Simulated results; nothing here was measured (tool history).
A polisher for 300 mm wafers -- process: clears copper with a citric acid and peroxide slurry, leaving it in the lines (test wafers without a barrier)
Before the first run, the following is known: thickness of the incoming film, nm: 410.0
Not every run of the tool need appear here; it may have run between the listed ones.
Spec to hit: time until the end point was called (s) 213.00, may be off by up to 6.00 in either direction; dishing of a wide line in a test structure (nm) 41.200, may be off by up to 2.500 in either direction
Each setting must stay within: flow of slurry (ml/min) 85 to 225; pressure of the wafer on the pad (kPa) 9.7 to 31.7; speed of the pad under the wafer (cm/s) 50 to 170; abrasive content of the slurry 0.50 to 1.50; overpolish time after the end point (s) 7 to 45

run	day	flow of slurry (ml/min)	pressure of the wafer on the pad (kPa)	speed of the pad under the wafer (cm/s)	abrasive content of the slurry	overpolish time after the end point (s)	time until the end point was called (s)	dishing of a wide line in a test structure (nm)
1	0.000	145	20.7	110	1.00	23	145.01	42.297
2	0.217	145	20.7	110	1.00	30	145.48	53.879
3	0.562	145	20.7	110	1.00	37	143.78	64.239
4	0.904	140	19.3	110	1.00	37	156.59	59.143
5	1.262	135	18.6	110	1.00	37	161.69	55.456
6	1.408	135	18.6	110	0.85	37	165.85	57.313
7	1.575	130	17.9	110	0.85	37	173.05	54.298
8	1.633	105	13.8	110	0.85	35	224.78	40.899
9	1.975	110	13.8	110	0.85	35	222.92	41.595
10	2.029	120	13.8	110	0.85	34	219.80	42.054

Exactly one of the 5 candidate moves below puts every result within its allowed miss. Which one?
A	2.083	115	13.8	106	0.85	43	?	?
B	2.083	115	15.2	112	0.95	31	?	?
C	2.083	110	15.2	122	0.70	30	?	?
D	2.083	175	13.8	114	0.50	37	?	?
E	2.083	125	12.4	122	0.85	33	?	?

move	time until the end point was called (s)	dishing of a wide line in a test structure (nm)
A	232.61	47.316
B	198.93	41.435
C	198.58	40.366
D	226.89	42.750
E	217.16	40.054
A: misses by more than the last run did
B: pushes the last run's worst result past its target
C: pushes the last run's worst result past its target
D: misses by more than the last run did
E: all results in spec
The move that meets every target is E.

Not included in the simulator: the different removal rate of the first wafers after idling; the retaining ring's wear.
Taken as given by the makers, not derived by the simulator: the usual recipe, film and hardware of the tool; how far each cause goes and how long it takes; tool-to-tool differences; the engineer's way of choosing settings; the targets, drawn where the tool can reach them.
